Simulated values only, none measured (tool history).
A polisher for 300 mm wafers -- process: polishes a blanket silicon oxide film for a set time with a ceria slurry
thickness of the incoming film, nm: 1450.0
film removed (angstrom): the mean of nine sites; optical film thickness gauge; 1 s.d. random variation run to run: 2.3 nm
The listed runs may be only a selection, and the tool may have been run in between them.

run	day	flow of slurry (ml/min)	pressure of the wafer on the pad (kPa)	speed of the pad under the wafer (cm/s)	polishing time (s)	film removed (angstrom)
1	0.000	290	27.6	140	44	3138.5
2	0.242	290	26.2	140	44	2997.9
3	0.504	290	24.8	140	44	2832.4
4	0.775	330	24.8	140	44	2869.6
5	1.062	330	28.3	140	44	3294.8
6	1.100	330	33.1	140	44	3778.1

What will run 7 give?
7	1.158	330	29.6	140	44	?

Run 7 came out at film removed (angstrom) 3466.9.
